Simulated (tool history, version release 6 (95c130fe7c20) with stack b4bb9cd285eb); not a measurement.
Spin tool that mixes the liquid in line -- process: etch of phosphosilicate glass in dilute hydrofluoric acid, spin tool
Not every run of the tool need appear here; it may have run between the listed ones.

run,hour,temperature setpoint of the liquid (K),parts of water to one part of 49 % hydrofluoric acid (parts by volume),time under the liquid (s),thickness taken off the phosphosilicate glass on a monitor wafer (nm)
1,0,296.15,130,70,34.048
2,8.5,296.15,85,70,55.018
3,13,296.15,85,70,55.08
4,18.8,296.15,105,70,43.855
5,27.5,298.15,95,70,52.868
6,34.6,298.15,70,70,74.044

Predict the results of run 7:
7,36.1,298.65,70,70,?

{"run 7": {"thickness taken off the phosphosilicate glass on a monitor wafer (nm)": 75.895}}

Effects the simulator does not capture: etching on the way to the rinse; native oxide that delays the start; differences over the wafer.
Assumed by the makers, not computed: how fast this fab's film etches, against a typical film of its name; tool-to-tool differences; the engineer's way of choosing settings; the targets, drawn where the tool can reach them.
